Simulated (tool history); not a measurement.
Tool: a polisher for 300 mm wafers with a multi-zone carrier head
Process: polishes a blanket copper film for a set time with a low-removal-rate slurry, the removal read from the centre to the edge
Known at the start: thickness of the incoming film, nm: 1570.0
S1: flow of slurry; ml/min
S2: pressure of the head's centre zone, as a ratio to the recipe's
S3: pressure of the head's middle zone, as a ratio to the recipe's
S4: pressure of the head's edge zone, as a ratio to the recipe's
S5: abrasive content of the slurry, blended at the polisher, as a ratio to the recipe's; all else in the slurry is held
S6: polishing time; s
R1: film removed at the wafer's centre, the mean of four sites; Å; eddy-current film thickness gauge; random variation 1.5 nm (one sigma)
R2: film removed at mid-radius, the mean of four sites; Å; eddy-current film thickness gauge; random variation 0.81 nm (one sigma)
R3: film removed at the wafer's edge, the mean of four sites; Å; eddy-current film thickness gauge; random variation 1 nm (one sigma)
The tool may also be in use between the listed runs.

Run 1, day 0.000: S1 170 ml/min, S2 1.00, S3 1.00, S4 1.00, S5 1.00, S6 56 s. Result: R1 1930.0 Å, R2 1957.6 Å, R3 1985.3 Å.
Run 2, day 0.104: S1 170 ml/min, S2 1.00, S3 0.92, S4 1.00, S5 1.00, S6 56 s. Result: R1 1898.0 Å, R2 1834.7 Å, R3 1951.9 Å.
Run 3, day 0.421: S1 170 ml/min, S2 1.00, S3 0.92, S4 1.00, S5 1.20, S6 56 s. Result: R1 2034.8 Å, R2 1909.9 Å, R3 2034.2 Å.
Run 4, day 0.742: S1 170 ml/min, S2 1.00, S3 0.92, S4 1.00, S5 1.20, S6 63 s. Result: R1 2327.0 Å, R2 2175.4 Å, R3 2301.7 Å.
Run 5, day 1.067: S1 170 ml/min, S2 1.03, S3 0.92, S4 1.00, S5 1.20, S6 63 s. Result: R1 2390.5 Å, R2 2165.9 Å, R3 2295.7 Å.
Run 6, day 1.117: S1 170 ml/min, S2 1.03, S3 0.92, S4 1.00, S5 1.20, S6 51 s. Result: R1 1950.9 Å, R2 1736.4 Å, R3 1866.8 Å.
Run 7, day 1.462: S1 165 ml/min, S2 1.02, S3 0.90, S4 0.96, S5 1.05, S6 47 s. Result: R1 1637.5 Å, R2 1545.7 Å, R3 1629.5 Å.
Run 8, day 1.667: S1 165 ml/min, S2 1.02, S3 0.90, S4 0.96, S5 1.05, S6 47 s. Result: R1 1675.4 Å, R2 1536.6 Å, R3 1656.5 Å.
Run 9, day 1.804: S1 160 ml/min, S2 1.03, S3 0.90, S4 0.93, S5 0.90, S6 44 s. Result: R1 1526.9 Å, R2 1382.5 Å, R3 1434.3 Å.
Run 10, day 1.971: S1 150 ml/min, S2 1.01, S3 0.88, S4 0.91, S5 0.80, S6 43 s. Result: R1 1399.3 Å, R2 1255.6 Å, R3 1337.8 Å.
Run 11, day 2.121: S1 145 ml/min, S2 0.99, S3 0.88, S4 0.89, S5 0.75, S6 43 s. Result: R1 1334.1 Å, R2 1231.3 Å, R3 1283.7 Å.

The next listed run, before its measurement:
Run 12, day 2.179: S1 135 ml/min, S2 0.97, S3 0.87, S4 0.87, S5 0.75, S6 43 s. Result: R1 ?, R2 ?, R3 ?.

Run 12 gave R1 1268.8 Å, R2 1200.5 Å, R3 1297.0 Å.
